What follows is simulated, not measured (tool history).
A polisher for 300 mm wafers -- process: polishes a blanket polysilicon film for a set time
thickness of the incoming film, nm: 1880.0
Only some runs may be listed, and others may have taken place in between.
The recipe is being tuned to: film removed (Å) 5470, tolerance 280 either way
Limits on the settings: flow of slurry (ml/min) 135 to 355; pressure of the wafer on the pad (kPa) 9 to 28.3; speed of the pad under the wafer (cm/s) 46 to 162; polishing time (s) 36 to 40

run    day  flow of slurry (ml/min)  pressure of the wafer on the pad (kPa)  speed of the pad under the wafer (cm/s)  polishing time (s)  film removed (Å)
  1      0                      225                                    18.6                                      104                  40            3994.8
  2  0.288                      270                                    18.6                                      104                  40            4063.4
  3  0.625                      270                                    18.6                                      122                  40            4791.5
  4  0.783                      305                                    18.6                                      122                  40            4898.3
  5  0.838                      305                                    18.6                                      102                  40            4000.5
  6  1.062                      305                                    18.6                                       84                  40            3324.9
  7  1.179                      305                                    21.4                                       86                  40            3880.3
  8  1.392                      305                                    23.4                                       88                  40            4440.9
  9  1.646                      305                                    24.8                                       88                  40            4491.1
 10    1.8                      305                                    25.5                                       90                  40            4675.5
 11  2.021                      305                                    26.2                                       92                  40              5067
 12  2.283                      305                                    26.9                                       92                  40            5139.4

Exercise: of the 5 proposed moves below, exactly one satisfies all targets within the stated allowed misses. Which move is it?
  A  2.546                      225                                    28.3                                      124                  36                 ?
  B  2.546                      315                                    26.2                                      100                  36                 ?
  C  2.546                      295                                    26.9                                      110                  40                 ?
  D  2.546                      295                                    26.2                                      110                  40                 ?
  E  2.546                      330                                    28.3                                      102                  37                 ?

move  film removed (Å)
   A            6192.3
   B              4861
   C            6029.9
   D            5888.3
   E            5482.5
A: moves the result that the last run missed by most past its target, out the other side
B: its largest miss is bigger than the last run's
C: moves the result that the last run missed by most past its target, out the other side
D: moves the result that the last run missed by most past its target, out the other side
E: meets every target
So the answer is move E, the one that meets all the targets.

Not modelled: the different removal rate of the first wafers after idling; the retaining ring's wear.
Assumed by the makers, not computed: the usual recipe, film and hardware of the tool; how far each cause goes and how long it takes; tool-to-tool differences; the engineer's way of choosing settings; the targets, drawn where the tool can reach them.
